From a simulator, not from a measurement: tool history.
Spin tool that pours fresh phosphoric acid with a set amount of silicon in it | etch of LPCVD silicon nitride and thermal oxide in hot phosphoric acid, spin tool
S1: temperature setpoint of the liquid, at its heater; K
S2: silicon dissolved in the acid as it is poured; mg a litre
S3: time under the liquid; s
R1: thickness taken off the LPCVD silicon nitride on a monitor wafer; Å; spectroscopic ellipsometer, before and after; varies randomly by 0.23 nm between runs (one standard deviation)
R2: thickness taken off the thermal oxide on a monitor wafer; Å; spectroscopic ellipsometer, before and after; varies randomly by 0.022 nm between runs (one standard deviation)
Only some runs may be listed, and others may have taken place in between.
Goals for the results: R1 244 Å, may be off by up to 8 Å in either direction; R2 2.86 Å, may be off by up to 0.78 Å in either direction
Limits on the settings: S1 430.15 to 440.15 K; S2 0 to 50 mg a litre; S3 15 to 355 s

run,hour,S1,S2,S3,R1,R2
1,0,435.15,22.5,180,162.53,2.8261
2,0.8,435.15,22.5,110,97.361,1.7803
3,3.9,435.65,25.5,135,122.12,2.3461
4,11.1,434.15,25.5,135,117.33,1.8836
5,19.7,434.65,29,155,136.33,2.0373
6,21.4,434.65,29,105,94.3,1.2856
7,30,435.15,32,130,116.26,1.4805
8,33.3,435.65,33.5,150,138.68,1.6189
9,38.3,436.15,34,165,152.2,1.7827
10,39.3,436.65,34,180,169.02,2.193
11,43.4,437.15,35,190,179.47,2.0206
12,50.1,437.15,34.5,200,191.71,2.3227
13,54.9,437.15,34.5,205,196.2,2.351
14,56.8,437.15,34.5,210,202.09,2.8616
15,60,437.15,36,215,207.74,2.6176

Which single option among these 4 for the next run brings every result within its allowed miss of target? Just one does.
A,63.2,437.15,34.5,200,?,?
B,63.2,437.15,36.5,255,?,?
C,63.2,436.65,43.5,275,?,?
D,63.2,435.65,39.5,190,?,?

move,R1,R2
A,187.54,2.3244
B,239.12,2.6744
C,253.65,1.7288
D,169.54,1.4964
A: misses by more than the last run did
B: all results land within tolerance of their targets
C: moves the result that the last run missed by most past its target, out the other side
D: misses by more than the last run did
The right move is B.
